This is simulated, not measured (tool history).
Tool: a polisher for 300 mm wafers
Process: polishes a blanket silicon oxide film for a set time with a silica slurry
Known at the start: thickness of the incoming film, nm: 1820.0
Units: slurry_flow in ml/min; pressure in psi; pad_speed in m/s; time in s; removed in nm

run,hour,slurry_flow,pressure,pad_speed,slurry_solids,time,removed
1,0.0,215,4.4,1.40,1.0,30,119.55
2,4.5,215,4.0,1.38,1.0,30,109.85
3,12.6,190,4.0,1.38,1.0,30,106.01
4,20.8,215,4.0,1.38,1.0,30,109.62
5,26.0,215,4.7,1.38,1.0,30,128.64
6,33.1,215,4.7,1.66,1.0,30,145.95

The next listed run, before its measurement:
7,40.9,215,3.5,1.54,1.0,30,?

Run 7 gave removed 105.93 nm.

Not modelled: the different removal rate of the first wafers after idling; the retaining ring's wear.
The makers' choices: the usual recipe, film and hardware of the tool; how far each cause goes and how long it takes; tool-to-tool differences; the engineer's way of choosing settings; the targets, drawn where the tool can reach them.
